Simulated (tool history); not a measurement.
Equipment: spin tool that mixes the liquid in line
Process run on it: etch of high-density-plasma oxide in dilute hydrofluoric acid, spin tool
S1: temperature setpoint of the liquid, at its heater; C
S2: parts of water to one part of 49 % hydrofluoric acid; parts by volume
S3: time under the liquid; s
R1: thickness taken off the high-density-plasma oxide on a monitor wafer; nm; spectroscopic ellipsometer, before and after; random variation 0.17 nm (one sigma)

run	hour	S1	S2	S3	R1
1	0	24	100	225	12.35
2	7.2	24	100	225	12.574
3	10	25.5	95	225	13.928
4	13.8	25.5	95	240	14.832
5	21.6	24	95	240	14.001
6	22.2	22.5	95	240	13.163
7	30.8	24	90	240	14.962

Run 8, settings as shown, results not yet in. Your forecast:
# hour 37.7: thermometer replaced
8	37.7	25.5	90	240	?

Run 8 gave R1 17.536 nm.
